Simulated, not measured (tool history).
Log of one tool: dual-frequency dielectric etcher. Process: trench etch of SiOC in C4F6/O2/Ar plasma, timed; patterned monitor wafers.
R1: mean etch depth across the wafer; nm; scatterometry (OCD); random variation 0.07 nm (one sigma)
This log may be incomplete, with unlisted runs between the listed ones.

Run 1, hour 0.0: source power (kW) 0.280, bias power (kW) 0.152, etch time (s) 17.5. Result: R1 30.149 nm.
Run 2, hour 0.7: source power (kW) 0.300, bias power (kW) 0.152, etch time (s) 17.5. Result: R1 31.428 nm.
Run 3, hour 6.3: source power (kW) 0.280, bias power (kW) 0.151, etch time (s) 17.5. Result: R1 30.137 nm.
Run 4, hour 11.8: source power (kW) 0.270, bias power (kW) 0.150, etch time (s) 17.5. Result: R1 29.431 nm.
Run 5, hour 13.5: source power (kW) 0.260, bias power (kW) 0.150, etch time (s) 17.5. Result: R1 28.605 nm.
Run 6, hour 15.0: source power (kW) 0.300, bias power (kW) 0.150, etch time (s) 17.5. Result: R1 31.489 nm.

Estimate the outcome of run 7 from the log above:
Run 7, hour 19.2: source power (kW) 0.290, bias power (kW) 0.149, etch time (s) 17.5. Result: R1 ?.

Run 7 produced R1 30.870 nm.
